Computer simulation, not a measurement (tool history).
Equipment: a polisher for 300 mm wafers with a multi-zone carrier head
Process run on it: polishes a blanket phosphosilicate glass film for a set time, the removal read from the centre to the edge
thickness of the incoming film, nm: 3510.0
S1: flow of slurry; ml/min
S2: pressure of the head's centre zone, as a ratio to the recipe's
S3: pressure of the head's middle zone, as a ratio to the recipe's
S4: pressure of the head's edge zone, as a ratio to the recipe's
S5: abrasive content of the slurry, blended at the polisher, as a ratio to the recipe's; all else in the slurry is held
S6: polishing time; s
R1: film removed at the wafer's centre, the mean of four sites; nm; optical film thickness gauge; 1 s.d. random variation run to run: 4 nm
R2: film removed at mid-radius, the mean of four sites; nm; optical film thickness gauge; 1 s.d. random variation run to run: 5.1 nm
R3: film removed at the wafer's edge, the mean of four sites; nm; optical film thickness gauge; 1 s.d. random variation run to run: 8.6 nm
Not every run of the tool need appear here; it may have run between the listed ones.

run 1 hour=0.0 | S1=185 S2=1.00 S3=1.00 S4=1.00 S5=1.00 S6=52 | R1=425.19 R2=420.75 R3=438.19
run 2 hour=4.3 | S1=185 S2=1.00 S3=1.00 S4=1.00 S5=1.00 S6=64 | R1=526.79 R2=529.64 R3=545.95
run 3 hour=8.8 | S1=195 S2=1.01 S3=1.01 S4=1.01 S5=1.00 S6=64 | R1=529.61 R2=530.75 R3=556.65
run 4 hour=16.3 | S1=200 S2=1.03 S3=1.03 S4=1.01 S5=1.00 S6=64 | R1=541.30 R2=536.16 R3=548.51
run 5 hour=21.1 | S1=205 S2=1.04 S3=1.04 S4=1.01 S5=1.05 S6=64 | R1=548.18 R2=550.38 R3=565.65
run 6 hour=29.2 | S1=205 S2=1.04 S3=1.04 S4=1.04 S5=1.05 S6=64 | R1=554.66 R2=555.21 R3=577.48
run 7 hour=35.1 | S1=205 S2=1.06 S3=1.05 S4=1.04 S5=1.05 S6=64 | R1=563.13 R2=560.80 R3=582.42
run 8 hour=38.9 | S1=205 S2=1.08 S3=1.06 S4=1.04 S5=1.05 S6=64 | R1=571.35 R2=567.05 R3=565.02
run 9 hour=40.2 | S1=205 S2=1.08 S3=1.06 S4=1.04 S5=1.05 S6=64 | R1=571.77 R2=563.48 R3=584.14
run 10 hour=41.3 | S1=205 S2=1.09 S3=1.07 S4=1.03 S5=1.05 S6=64 | R1=575.21 R2=574.78 R3=566.68

What does the tool deliver on the next run?
run 11 hour=42.4 | S1=205 S2=1.10 S3=1.08 S4=1.04 S5=1.05 S6=64 | R1=? R2=? R3=?

R1: 568.53 nm
R2: 567.31 nm
R3: 570.31 nm

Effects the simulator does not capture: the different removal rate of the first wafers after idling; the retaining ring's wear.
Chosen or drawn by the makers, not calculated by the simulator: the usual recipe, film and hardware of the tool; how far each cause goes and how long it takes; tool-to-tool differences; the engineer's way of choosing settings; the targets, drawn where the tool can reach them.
